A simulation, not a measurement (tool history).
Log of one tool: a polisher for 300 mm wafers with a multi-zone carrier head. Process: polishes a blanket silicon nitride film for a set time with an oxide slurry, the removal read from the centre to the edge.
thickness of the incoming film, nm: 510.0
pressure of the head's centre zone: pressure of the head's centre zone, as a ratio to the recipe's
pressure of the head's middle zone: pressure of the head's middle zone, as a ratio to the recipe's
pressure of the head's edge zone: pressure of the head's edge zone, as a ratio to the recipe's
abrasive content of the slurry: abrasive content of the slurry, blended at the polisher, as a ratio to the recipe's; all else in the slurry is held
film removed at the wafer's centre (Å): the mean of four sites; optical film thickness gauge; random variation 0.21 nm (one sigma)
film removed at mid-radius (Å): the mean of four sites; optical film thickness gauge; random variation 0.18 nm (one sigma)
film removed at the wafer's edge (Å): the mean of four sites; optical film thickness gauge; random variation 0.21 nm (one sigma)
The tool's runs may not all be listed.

run  hour  flow of slurry (ml/min)  pressure of the head's centre zone  pressure of the head's middle zone  pressure of the head's edge zone  abrasive content of the slurry  polishing time (s)  film removed at the wafer's centre (Å)  film removed at mid-radius (Å)  film removed at the wafer's edge (Å)
  1     0                      235                                   1                                   1                                 1                               1                  46                                   202.1                          209.19                                 208.4
  2     5                      235                                1.03                                   1                                 1                               1                  46                                  209.91                          209.32                                204.21
  3  12.1                      235                                1.03                                   1                              1.05                               1                  46                                  210.05                          208.89                                211.24
  4  16.7                      235                                1.03                                1.03                              1.05                               1                  46                                  211.96                          211.53                                209.44
  5  22.9                      235                                1.03                                1.03                              1.05                            0.85                  46                                  193.05                          196.63                                192.25
  6  24.6                      235                                1.03                                1.03                              1.05                               1                  46                                  211.32                          212.97                                 211.7
  7  33.4                      240                                1.05                                1.04                              1.06                            1.05                  46                                  220.01                          221.91                                213.42
  8  38.9                      245                                1.07                                1.03                              1.07                             1.1                  46                                  230.95                          226.97                                226.77
  9    41                      245                                1.09                                1.02                              1.05                            1.15                  46                                  240.44                          228.66                                227.37
 10  45.4                      250                                 1.1                                1.02                              1.05                            1.15                  46                                  242.48                          227.44                                223.29
 11  47.8                      255                                1.11                                1.02                              1.06                             1.2                  46                                  248.59                          231.43                                 231.9
 12  55.5                      255                                1.12                                1.02                              1.06                            1.25                  46                                  254.67                          235.53                                237.36
 13  59.3                      260                                1.13                                1.02                              1.05                            1.25                  46                                   257.2                          234.16                                232.42
 14  64.9                      265                                1.14                                1.02                              1.05                            1.25                  46                                  262.55                          236.06                                232.08
 15  69.6                      270                                1.15                                1.02                              1.06                            1.25                  46                                  261.48                          235.18                                238.04
 16  72.7                      270                                1.15                                1.02                              1.06                            1.25                  46                                  263.19                          234.01                                238.81
 17  76.9                      270                                1.16                                1.02                              1.06                             1.3                  46                                  270.59                          240.12                                241.72

Forecast run 18:
 18  83.7                      270                                1.18                                1.02                              1.04                             1.4                  46                                       ?                               ?                                     ?

Run 18 gave film removed at the wafer's centre (Å) 284.66, film removed at mid-radius (Å) 249.94, film removed at the wafer's edge (Å) 244.74.
